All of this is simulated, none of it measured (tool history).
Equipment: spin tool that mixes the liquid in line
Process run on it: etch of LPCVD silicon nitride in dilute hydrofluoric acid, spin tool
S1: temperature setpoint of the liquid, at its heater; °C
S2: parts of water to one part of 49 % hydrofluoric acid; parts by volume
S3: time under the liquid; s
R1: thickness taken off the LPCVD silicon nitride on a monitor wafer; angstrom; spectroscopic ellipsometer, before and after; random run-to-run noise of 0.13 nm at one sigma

run	hour	S1	S2	S3	R1
1	0	26	45	285	38.595
2	5.4	28	40	285	50.511
3	10.8	28	40	285	52.088
4	19.4	28	40	285	50.86
5	26.2	25	40	285	41.935
6	31.7	28	40	285	51.486
7	32.8	29.5	40	285	55.764
8	37.8	30.5	40	285	59.023
9	41.3	31.5	40	285	63.158
10	50	32	40	285	64.684

For run 11, what comes out?
11	50.5	32.5	40	285	?

Logged for run 11: R1 68.101 angstrom.

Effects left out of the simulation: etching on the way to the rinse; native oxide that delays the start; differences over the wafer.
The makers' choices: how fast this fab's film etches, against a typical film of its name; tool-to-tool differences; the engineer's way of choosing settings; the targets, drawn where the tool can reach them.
